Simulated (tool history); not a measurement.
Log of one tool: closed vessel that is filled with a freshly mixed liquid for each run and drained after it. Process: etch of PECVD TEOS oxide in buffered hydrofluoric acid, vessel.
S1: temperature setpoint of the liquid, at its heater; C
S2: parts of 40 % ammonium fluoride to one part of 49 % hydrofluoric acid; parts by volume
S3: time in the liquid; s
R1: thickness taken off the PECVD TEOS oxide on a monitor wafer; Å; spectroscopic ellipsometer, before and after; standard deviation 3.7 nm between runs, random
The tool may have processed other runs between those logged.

run  hour    S1    S2  S3      R1
  1     0    22  12.5  90    1632
  2   8.3    22    14  90  1479.2
  3  15.8    22    14  90  1443.6
  4  24.6  20.5    14  90  1341.1
  5  33.5  20.5  15.5  90  1220.2
  6  40.4  20.5    17  90  1102.5
  7  42.4  24.5    13  90    1807
  8  44.3    25  12.5  90  1906.3
  9  48.2    25  12.5  90  1908.8
 10  48.9  25.5    12  90  2061.3
 11  49.9    26  11.5  90    2241
     56.1  -- hydrofluoric acid flow meter replaced
 12  56.1    26  11.5  90  2359.2
 13  58.7  26.5    11  90  2520.5

Run 14 has not been measured yet. What should we expect?
 14  59.6  27  11  90   ?

R1: 2560.5 Å
